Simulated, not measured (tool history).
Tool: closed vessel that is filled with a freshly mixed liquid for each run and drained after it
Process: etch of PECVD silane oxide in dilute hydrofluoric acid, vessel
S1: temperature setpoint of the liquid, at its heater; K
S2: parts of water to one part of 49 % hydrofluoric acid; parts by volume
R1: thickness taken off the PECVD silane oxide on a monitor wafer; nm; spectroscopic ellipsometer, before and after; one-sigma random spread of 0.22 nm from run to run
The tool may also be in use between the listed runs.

Run 1, hour 0.0: S1 296.15 K, S2 85 parts by volume, time in the liquid (s) 45. Result: R1 11.2490 nm.
Run 2, hour 9.3: S1 296.15 K, S2 105 parts by volume, time in the liquid (s) 45. Result: R1 8.8515 nm.
Run 3, hour 12.9: S1 297.15 K, S2 100 parts by volume, time in the liquid (s) 45. Result: R1 9.7120 nm.
Run 4, hour 19.2: S1 294.65 K, S2 100 parts by volume, time in the liquid (s) 45. Result: R1 8.7160 nm.
Run 5, hour 25.8: S1 295.65 K, S2 95 parts by volume, time in the liquid (s) 45. Result: R1 9.7211 nm.
Run 6, hour 33.0: S1 295.65 K, S2 95 parts by volume, time in the liquid (s) 30. Result: R1 6.3865 nm.

Run 7, settings as shown, results not yet in. Your forecast:
Run 7, hour 40.9: S1 295.65 K, S2 95 parts by volume, time in the liquid (s) 30. Result: R1 ?.

{"run 7": {"R1": 6.5358}}
